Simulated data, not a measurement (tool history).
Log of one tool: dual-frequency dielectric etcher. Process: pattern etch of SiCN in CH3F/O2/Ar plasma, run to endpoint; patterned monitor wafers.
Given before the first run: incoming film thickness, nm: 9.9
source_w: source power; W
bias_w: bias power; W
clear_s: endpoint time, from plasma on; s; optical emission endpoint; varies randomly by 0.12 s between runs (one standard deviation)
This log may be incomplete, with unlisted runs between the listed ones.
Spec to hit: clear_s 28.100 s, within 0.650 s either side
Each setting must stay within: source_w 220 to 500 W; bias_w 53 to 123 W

{"run": 1, "day": 0.0, "source_w": 360, "bias_w": 88, "clear_s": 24.893}
{"run": 2, "day": 0.108, "source_w": 350, "bias_w": 87, "clear_s": 25.499}
{"run": 3, "day": 0.421, "source_w": 340, "bias_w": 86, "clear_s": 25.791}
{"run": 4, "day": 0.483, "source_w": 340, "bias_w": 101, "clear_s": 24.433}
{"run": 5, "day": 0.792, "source_w": 340, "bias_w": 90, "clear_s": 25.383}
{"run": 6, "day": 1.042, "source_w": 330, "bias_w": 89, "clear_s": 25.79}
{"run": 7, "day": 1.062, "source_w": 320, "bias_w": 88, "clear_s": 26.094}
{"run": 8, "day": 1.167, "source_w": 310, "bias_w": 87, "clear_s": 26.502}

Which of these 5 next moves meets every target?
{"run": "A", "day": 1.271, "source_w": 260, "bias_w": 87, "clear_s": "?"}
{"run": "B", "day": 1.271, "source_w": 320, "bias_w": 89, "clear_s": "?"}
{"run": "C", "day": 1.271, "source_w": 340, "bias_w": 83, "clear_s": "?"}
{"run": "D", "day": 1.271, "source_w": 300, "bias_w": 89, "clear_s": "?"}
{"run": "E", "day": 1.271, "source_w": 360, "bias_w": 88, "clear_s": "?"}

move=A clear_s=28.270
move=B clear_s=26.143
move=C clear_s=26.253
move=D clear_s=26.722
move=E clear_s=25.211
A: every result within its allowed miss
B: lands further from the targets than the last run did
C: lands further from the targets than the last run did
D: nearer the targets than the last run, but a result is still out of spec
E: lands further from the targets than the last run did
Go with A: it meets all targets.
